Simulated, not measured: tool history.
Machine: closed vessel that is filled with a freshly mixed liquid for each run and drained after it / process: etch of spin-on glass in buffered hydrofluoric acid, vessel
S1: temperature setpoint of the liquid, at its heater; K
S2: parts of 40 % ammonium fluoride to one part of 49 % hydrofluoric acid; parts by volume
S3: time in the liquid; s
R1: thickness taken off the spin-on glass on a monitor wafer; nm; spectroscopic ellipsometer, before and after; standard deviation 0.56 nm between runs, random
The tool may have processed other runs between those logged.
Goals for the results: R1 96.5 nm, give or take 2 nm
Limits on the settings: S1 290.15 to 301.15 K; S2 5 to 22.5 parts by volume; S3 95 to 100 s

run 1 hour=0 | S1=293.15 S2=13.5 S3=95 | R1=161.99
run 2 hour=3 | S1=290.15 S2=13.5 S3=95 | R1=136.29
run 3 hour=5.5 | S1=290.15 S2=10.5 S3=95 | R1=171.55
run 4 hour=13.7 | S1=290.15 S2=9 S3=95 | R1=193.65
run 5 hour=17 | S1=290.15 S2=9 S3=100 | R1=204.1
run 6 hour=20.7 | S1=290.15 S2=12.5 S3=100 | R1=153.15
run 7 hour=28.2 | S1=290.15 S2=14.5 S3=100 | R1=132.54
run 8 hour=32.1 | S1=290.15 S2=19 S3=100 | R1=101.4
run 9 hour=33.1 | S1=290.15 S2=19.5 S3=100 | R1=99.474

Pick the move, out of 4, that brings all results within their allowed miss; only one does.
run A hour=34.1 | S1=290.15 S2=19 S3=100 | R1=?
run B hour=34.1 | S1=290.65 S2=21 S3=100 | R1=?
run C hour=34.1 | S1=290.15 S2=20 S3=95 | R1=?
run D hour=34.1 | S1=290.15 S2=18 S3=95 | R1=?

move=A R1=100.59
move=B R1=95.131
move=C R1=90.837
move=D R1=100.81
A: lands further from the targets than the last run did
B: in spec on every target
C: takes the biggest miss from the last run beyond its target
D: lands further from the targets than the last run did
Go with B: it meets all targets.
